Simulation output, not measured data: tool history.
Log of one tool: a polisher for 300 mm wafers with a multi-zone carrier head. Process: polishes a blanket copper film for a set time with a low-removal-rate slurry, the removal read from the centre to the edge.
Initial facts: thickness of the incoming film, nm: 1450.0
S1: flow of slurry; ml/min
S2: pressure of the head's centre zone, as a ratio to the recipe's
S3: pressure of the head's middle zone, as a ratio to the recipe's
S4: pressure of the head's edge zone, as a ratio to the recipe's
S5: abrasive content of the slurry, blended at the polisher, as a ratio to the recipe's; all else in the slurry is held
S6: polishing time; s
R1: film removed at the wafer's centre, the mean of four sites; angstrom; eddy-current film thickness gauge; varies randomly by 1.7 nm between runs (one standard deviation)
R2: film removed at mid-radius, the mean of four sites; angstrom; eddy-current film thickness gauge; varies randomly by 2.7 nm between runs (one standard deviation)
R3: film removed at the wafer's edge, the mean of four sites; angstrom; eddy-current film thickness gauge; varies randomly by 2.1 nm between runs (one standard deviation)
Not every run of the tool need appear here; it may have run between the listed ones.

run    day   S1    S2    S3    S4   S5  S6      R1      R2      R3
  1  0.000  180  1.00  1.00  1.00  1.0  47  1455.3  1436.5  1451.7
  2  0.100  180  1.00  1.00  1.00  1.0  57  1756.5  1759.2  1778.8
  3  0.121  175  0.97  1.02  1.00  1.0  57  1678.1  1802.8  1716.5
  4  0.396  175  0.97  1.07  1.00  1.0  57  1666.6  1811.9  1782.8
  5  0.596  175  0.97  1.01  1.00  1.0  57  1705.5  1744.9  1753.1
  6  0.921  175  0.97  1.09  1.00  1.0  57  1701.4  1880.4  1769.0
  7  1.158  165  0.95  1.09  1.01  1.0  57  1626.8  1904.0  1718.9

Run 8 comes next. What will it give?
  8  1.354  175  0.93  1.07  1.03  1.0  57   ?   ?   ?

R1: 1624.7 angstrom
R2: 1866.5 angstrom
R3: 1745.6 angstrom
